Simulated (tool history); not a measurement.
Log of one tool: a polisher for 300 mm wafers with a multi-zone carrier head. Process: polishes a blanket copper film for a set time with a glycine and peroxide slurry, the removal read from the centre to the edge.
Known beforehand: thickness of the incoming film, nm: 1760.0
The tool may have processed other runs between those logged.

run  hour  flow of slurry (ml/min)  pressure of the head's centre zone  pressure of the head's middle zone  pressure of the head's edge zone  polishing time (s)  film removed at the wafer's centre (Å)  film removed at mid-radius (Å)  film removed at the wafer's edge (Å)
  1     0                      200                                   1                                   1                                 1                  30                                  1261.2                          1257.2                                1309.9
  2   7.9                      200                                   1                                   1                              1.08                  30                                  1226.5                          1269.1                                1348.4
  3  16.1                      200                                   1                                   1                              1.08                  36                                  1518.3                          1505.5                                1647.3
  4  20.7                      200                                   1                                   1                              1.08                  39                                  1617.4                          1646.1                                1773.9
  5  21.9                      200                                1.05                                   1                              1.08                  39                                  1679.2                            1647                                1769.1
  6  29.4                      225                                1.05                                1.02                              1.09                  39                                  1734.3                          1692.4                                1780.4

For run 7, what comes out?
  7  34.8                      235                                1.04                                1.04                              1.11                  39                                       ?                               ?                                     ?

Run 7 measured film removed at the wafer's centre (Å) 1718.2, film removed at mid-radius (Å) 1728.4, film removed at the wafer's edge (Å) 1787.
